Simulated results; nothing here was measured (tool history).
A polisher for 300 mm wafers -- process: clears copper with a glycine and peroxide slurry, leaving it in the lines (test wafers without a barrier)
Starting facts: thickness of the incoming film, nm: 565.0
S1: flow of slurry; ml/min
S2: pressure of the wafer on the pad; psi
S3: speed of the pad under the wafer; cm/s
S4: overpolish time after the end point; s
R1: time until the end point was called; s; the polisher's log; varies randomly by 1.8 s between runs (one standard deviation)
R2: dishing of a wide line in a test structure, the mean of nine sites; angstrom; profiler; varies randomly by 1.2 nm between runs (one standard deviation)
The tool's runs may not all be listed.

{"run": 1, "hour": 0.0, "S1": 160, "S2": 2.5, "S3": 106, "S4": 22, "R1": 94.525, "R2": 953.18}
{"run": 2, "hour": 9.0, "S1": 160, "S2": 2.5, "S3": 124, "S4": 22, "R1": 83.081, "R2": 1027.4}
{"run": 3, "hour": 17.1, "S1": 160, "S2": 2.5, "S3": 124, "S4": 28, "R1": 80.804, "R2": 1238.9}
{"run": 4, "hour": 19.4, "S1": 160, "S2": 2.5, "S3": 124, "S4": 23, "R1": 83.262, "R2": 1072.7}
{"run": 5, "hour": 21.1, "S1": 160, "S2": 2.3, "S3": 124, "S4": 22, "R1": 90.729, "R2": 969.7}
{"run": 6, "hour": 23.5, "S1": 160, "S2": 2.2, "S3": 124, "S4": 22, "R1": 91.932, "R2": 956.62}
{"run": 7, "hour": 31.6, "S1": 160, "S2": 2.1, "S3": 124, "S4": 22, "R1": 97.694, "R2": 917.73}
{"run": 8, "hour": 39.3, "S1": 160, "S2": 2.0, "S3": 124, "S4": 22, "R1": 101.1, "R2": 873.98}

Run 9, settings as shown, results not yet in. Your forecast:
{"run": 9, "hour": 46.7, "S1": 160, "S2": 1.9, "S3": 124, "S4": 22, "R1": "?", "R2": "?"}

For run 9 the tool returned R1 100.340 s, R2 853.33 angstrom.
